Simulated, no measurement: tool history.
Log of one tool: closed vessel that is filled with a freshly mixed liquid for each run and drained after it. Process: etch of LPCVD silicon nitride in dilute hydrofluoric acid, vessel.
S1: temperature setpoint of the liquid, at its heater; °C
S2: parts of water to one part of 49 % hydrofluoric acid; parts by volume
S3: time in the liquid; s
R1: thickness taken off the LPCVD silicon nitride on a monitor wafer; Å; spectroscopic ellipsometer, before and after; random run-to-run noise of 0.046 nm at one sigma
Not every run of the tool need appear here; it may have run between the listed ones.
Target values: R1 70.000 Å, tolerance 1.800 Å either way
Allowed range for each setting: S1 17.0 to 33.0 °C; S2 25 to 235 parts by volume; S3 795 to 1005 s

| run | day | S1 | S2 | S3 | R1 |
|---|---|---|---|---|---|
| 1 | 0.000 | 25.0 | 130 | 1005 | 42.702 |
| 2 | 0.154 | 25.0 | 130 | 795 | 33.899 |
| 3 | 0.412 | 25.0 | 130 | 1005 | 43.476 |
| 4 | 0.771 | 26.5 | 130 | 1005 | 47.338 |
| 5 | 1.058 | 26.5 | 130 | 1005 | 47.035 |
| 6 | 1.371 | 28.0 | 130 | 1005 | 51.905 |
| 7 | 1.738 | 29.5 | 130 | 1005 | 57.507 |
| 8 | 1.854 | 30.5 | 130 | 1005 | 60.533 |
| 9 | 2.267 | 31.0 | 130 | 1005 | 62.595 |
| 10 | 2.438 | 31.5 | 130 | 1005 | 64.284 |
| 11 | 2.625 | 32.0 | 130 | 1005 | 67.085 |

Below are 5 possible settings for the next run. Only one of them brings all results inside the allowed miss of their targets. Which is it?
| A | 2.812 | 31.0 | 120 | 975 | ? |
| B | 2.812 | 33.0 | 110 | 795 | ? |
| C | 2.812 | 33.0 | 115 | 960 | ? |
| D | 2.812 | 31.0 | 115 | 875 | ? |
| E | 2.812 | 32.5 | 105 | 830 | ? |

| move | R1 |
|---|---|
| A | 66.027 |
| B | 66.476 |
| C | 76.717 |
| D | 61.866 |
| E | 70.576 |
A: moves away from the targets compared with the last run
B: moves away from the targets compared with the last run
C: carries the result that was furthest off beyond its target, to the other side
D: moves away from the targets compared with the last run
E: all results land within tolerance of their targets
Correct choice: E, which meets every target
